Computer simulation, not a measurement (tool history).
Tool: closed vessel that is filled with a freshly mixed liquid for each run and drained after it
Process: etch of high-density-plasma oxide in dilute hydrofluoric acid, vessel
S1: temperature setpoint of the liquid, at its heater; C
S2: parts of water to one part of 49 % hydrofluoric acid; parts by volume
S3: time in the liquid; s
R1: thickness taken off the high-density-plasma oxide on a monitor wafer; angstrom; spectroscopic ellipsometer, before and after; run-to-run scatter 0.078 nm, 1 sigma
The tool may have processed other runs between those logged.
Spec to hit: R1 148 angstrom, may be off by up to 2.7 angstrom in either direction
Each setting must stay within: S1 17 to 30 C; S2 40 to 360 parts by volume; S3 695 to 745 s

Run 1, hour 0: S1 22 C, S2 200 parts by volume, S3 695 s. Result: R1 209.33 angstrom.
Run 2, hour 5.2: S1 21.5 C, S2 205 parts by volume, S3 695 s. Result: R1 196.08 angstrom.
Run 3, hour 12.5: S1 21 C, S2 205 parts by volume, S3 695 s. Result: R1 194.91 angstrom.
Run 4, hour 13.2: S1 21 C, S2 205 parts by volume, S3 745 s. Result: R1 208.5 angstrom.
Run 5, hour 20.7: S1 20.5 C, S2 210 parts by volume, S3 745 s. Result: R1 199.2 angstrom.
Run 6, hour 24.5: S1 20 C, S2 215 parts by volume, S3 745 s. Result: R1 190.05 angstrom.
Run 7, hour 28.1: S1 19.5 C, S2 215 parts by volume, S3 745 s. Result: R1 185.61 angstrom.
Run 8, hour 36.7: S1 19 C, S2 215 parts by volume, S3 745 s. Result: R1 183.72 angstrom.
Run 9, hour 39.2: S1 18.5 C, S2 220 parts by volume, S3 745 s. Result: R1 174.64 angstrom.
Run 10, hour 43.2: S1 17.5 C, S2 230 parts by volume, S3 745 s. Result: R1 159.66 angstrom.

Pick the move, out of 4, that brings all results within their allowed miss; only one does.
Run A, hour 47.2: S1 20 C, S2 225 parts by volume, S3 695 s. Result: R1 ?.
Run B, hour 47.2: S1 17 C, S2 235 parts by volume, S3 730 s. Result: R1 ?.
Run C, hour 47.2: S1 17 C, S2 200 parts by volume, S3 705 s. Result: R1 ?.
Run D, hour 47.2: S1 17.5 C, S2 210 parts by volume, S3 745 s. Result: R1 ?.

move      R1
   A  168.03
   B  149.43
   C  175.24
   D  178.11
A: lands further from the targets than the last run did
B: all results in spec
C: lands further from the targets than the last run did
D: lands further from the targets than the last run did
The right move is B.
